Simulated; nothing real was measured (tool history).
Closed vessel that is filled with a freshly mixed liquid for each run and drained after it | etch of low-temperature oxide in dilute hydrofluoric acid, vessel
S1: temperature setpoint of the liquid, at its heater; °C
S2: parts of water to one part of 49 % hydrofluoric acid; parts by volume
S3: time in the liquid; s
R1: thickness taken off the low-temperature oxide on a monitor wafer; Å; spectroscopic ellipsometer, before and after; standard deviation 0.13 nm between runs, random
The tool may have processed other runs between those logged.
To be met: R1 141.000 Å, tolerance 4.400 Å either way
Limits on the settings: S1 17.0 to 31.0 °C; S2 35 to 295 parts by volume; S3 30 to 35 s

Run 1, day 0.000: S1 23.0 °C, S2 165 parts by volume, S3 35 s. Result: R1 41.608 Å.
Run 2, day 0.192: S1 23.0 °C, S2 165 parts by volume, S3 35 s. Result: R1 41.899 Å.
Run 3, day 0.225: S1 25.0 °C, S2 130 parts by volume, S3 35 s. Result: R1 58.359 Å.
Run 4, day 0.246: S1 25.0 °C, S2 130 parts by volume, S3 30 s. Result: R1 50.463 Å.
Run 5, day 0.592: S1 25.0 °C, S2 110 parts by volume, S3 30 s. Result: R1 61.573 Å.
Run 6, day 0.842: S1 26.5 °C, S2 90 parts by volume, S3 30 s. Result: R1 81.805 Å.
Run 7, day 1.088: S1 27.5 °C, S2 80 parts by volume, S3 30 s. Result: R1 96.619 Å.
Run 8, day 1.271: S1 28.5 °C, S2 75 parts by volume, S3 30 s. Result: R1 106.800 Å.
Run 9, day 1.542: S1 29.0 °C, S2 70 parts by volume, S3 30 s. Result: R1 117.630 Å.
Run 10, day 1.750: S1 29.5 °C, S2 70 parts by volume, S3 30 s. Result: R1 122.190 Å.
Run 11, day 1.779: S1 30.0 °C, S2 70 parts by volume, S3 30 s. Result: R1 122.460 Å.
Run 12, day 1.850: S1 30.5 °C, S2 65 parts by volume, S3 30 s. Result: R1 136.020 Å.
Run 13, day 2.142: S1 30.5 °C, S2 65 parts by volume, S3 30 s. Result: R1 134.830 Å.

4 next moves are on the table. One of them brings every result within its allowed miss. Which?
Run A, day 2.433: S1 31.0 °C, S2 80 parts by volume, S3 35 s. Result: R1 ?.
Run B, day 2.433: S1 28.5 °C, S2 75 parts by volume, S3 35 s. Result: R1 ?.
Run C, day 2.433: S1 27.5 °C, S2 65 parts by volume, S3 35 s. Result: R1 ?.
Run D, day 2.433: S1 28.0 °C, S2 65 parts by volume, S3 30 s. Result: R1 ?.

move       R1
   A  128.290
   B  125.250
   C  140.950
   D  123.220
A: moves away from the targets compared with the last run
B: moves away from the targets compared with the last run
C: meets every target
D: moves away from the targets compared with the last run
Correct choice: C, which meets every target

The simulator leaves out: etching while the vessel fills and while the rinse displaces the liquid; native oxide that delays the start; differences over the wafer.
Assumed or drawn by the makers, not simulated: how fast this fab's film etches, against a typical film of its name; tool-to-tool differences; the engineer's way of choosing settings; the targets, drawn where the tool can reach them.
